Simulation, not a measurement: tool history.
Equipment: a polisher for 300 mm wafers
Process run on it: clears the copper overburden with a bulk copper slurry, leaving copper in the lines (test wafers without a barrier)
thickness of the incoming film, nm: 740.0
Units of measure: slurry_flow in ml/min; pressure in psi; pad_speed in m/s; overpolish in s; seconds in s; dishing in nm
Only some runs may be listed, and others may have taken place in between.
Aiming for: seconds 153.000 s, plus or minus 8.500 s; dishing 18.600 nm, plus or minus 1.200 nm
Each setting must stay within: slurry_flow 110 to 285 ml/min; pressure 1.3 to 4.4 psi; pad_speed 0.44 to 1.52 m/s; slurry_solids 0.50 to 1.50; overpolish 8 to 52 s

{"run": 1, "hour": 0.0, "slurry_flow": 180, "pressure": 2.8, "pad_speed": 0.98, "slurry_solids": 1.0, "overpolish": 26, "seconds": 81.65, "dishing": 25.912}
{"run": 2, "hour": 6.6, "slurry_flow": 180, "pressure": 2.8, "pad_speed": 0.98, "slurry_solids": 1.0, "overpolish": 37, "seconds": 81.297, "dishing": 26.224}
{"run": 3, "hour": 9.6, "slurry_flow": 180, "pressure": 2.3, "pad_speed": 0.96, "slurry_solids": 1.0, "overpolish": 27, "seconds": 101.95, "dishing": 25.595}
{"run": 4, "hour": 11.3, "slurry_flow": 180, "pressure": 2.0, "pad_speed": 0.96, "slurry_solids": 1.0, "overpolish": 21, "seconds": 116.48, "dishing": 24.796}
{"run": 5, "hour": 16.3, "slurry_flow": 180, "pressure": 1.8, "pad_speed": 0.98, "slurry_solids": 1.0, "overpolish": 17, "seconds": 126.02, "dishing": 24.699}
{"run": 6, "hour": 20.3, "slurry_flow": 185, "pressure": 1.6, "pad_speed": 0.98, "slurry_solids": 1.05, "overpolish": 14, "seconds": 139.77, "dishing": 22.265}
{"run": 7, "hour": 29.2, "slurry_flow": 195, "pressure": 1.5, "pad_speed": 0.98, "slurry_solids": 1.15, "overpolish": 12, "seconds": 148.62, "dishing": 21.313}
{"run": 8, "hour": 37.8, "slurry_flow": 205, "pressure": 1.5, "pad_speed": 0.98, "slurry_solids": 1.25, "overpolish": 11, "seconds": 139.13, "dishing": 21.0}
{"run": 9, "hour": 44.5, "slurry_flow": 205, "pressure": 1.5, "pad_speed": 0.98, "slurry_solids": 1.25, "overpolish": 11, "seconds": 136.56, "dishing": 21.089}
{"run": 10, "hour": 50.8, "slurry_flow": 225, "pressure": 1.4, "pad_speed": 0.94, "slurry_solids": 1.35, "overpolish": 10, "seconds": 152.77, "dishing": 19.466}

Below are 4 possible settings for the next run. Only one of them brings all results inside the allowed miss of their targets. Which is it?
{"run": "A", "hour": 57.1, "slurry_flow": 140, "pressure": 1.5, "pad_speed": 1.02, "slurry_solids": 0.85, "overpolish": 16, "seconds": "?", "dishing": "?"}
{"run": "B", "hour": 57.1, "slurry_flow": 215, "pressure": 1.6, "pad_speed": 0.86, "slurry_solids": 1.3, "overpolish": 11, "seconds": "?", "dishing": "?"}
{"run": "C", "hour": 57.1, "slurry_flow": 280, "pressure": 1.3, "pad_speed": 0.96, "slurry_solids": 1.45, "overpolish": 9, "seconds": "?", "dishing": "?"}
{"run": "D", "hour": 57.1, "slurry_flow": 190, "pressure": 1.5, "pad_speed": 0.92, "slurry_solids": 1.35, "overpolish": 12, "seconds": "?", "dishing": "?"}

move=A seconds=157.000 dishing=22.767
move=B seconds=146.680 dishing=21.006
move=C seconds=151.660 dishing=18.923
move=D seconds=147.320 dishing=21.477
A: misses by more than the last run did
B: misses by more than the last run did
C: every result lands within tolerance
D: misses by more than the last run did
Correct choice: C, which meets every target

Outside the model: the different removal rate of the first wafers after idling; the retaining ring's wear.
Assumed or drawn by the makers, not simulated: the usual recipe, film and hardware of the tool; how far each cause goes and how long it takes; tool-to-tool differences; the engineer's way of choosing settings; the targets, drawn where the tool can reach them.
